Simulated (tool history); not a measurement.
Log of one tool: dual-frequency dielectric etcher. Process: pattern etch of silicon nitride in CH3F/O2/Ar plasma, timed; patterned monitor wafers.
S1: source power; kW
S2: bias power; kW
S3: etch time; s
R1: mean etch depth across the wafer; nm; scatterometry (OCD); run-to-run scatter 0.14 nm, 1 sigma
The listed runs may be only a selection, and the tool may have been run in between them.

Run 1, day 0.000: S1 0.520 kW, S2 0.086 kW, S3 35.5 s. Result: R1 30.191 nm.
Run 2, day 0.117: S1 0.520 kW, S2 0.072 kW, S3 35.5 s. Result: R1 29.006 nm.
Run 3, day 0.300: S1 0.570 kW, S2 0.072 kW, S3 35.5 s. Result: R1 30.260 nm.
Run 4, day 0.492: S1 0.570 kW, S2 0.061 kW, S3 35.5 s. Result: R1 29.503 nm.
Run 5, day 0.783: S1 0.570 kW, S2 0.061 kW, S3 35.5 s. Result: R1 29.067 nm.
Run 6, day 0.808: S1 0.530 kW, S2 0.058 kW, S3 35.5 s. Result: R1 28.144 nm.

What will run 7 give?
Run 7, day 0.979: S1 0.530 kW, S2 0.058 kW, S3 35.5 s. Result: R1 ?.

R1: 27.788 nm
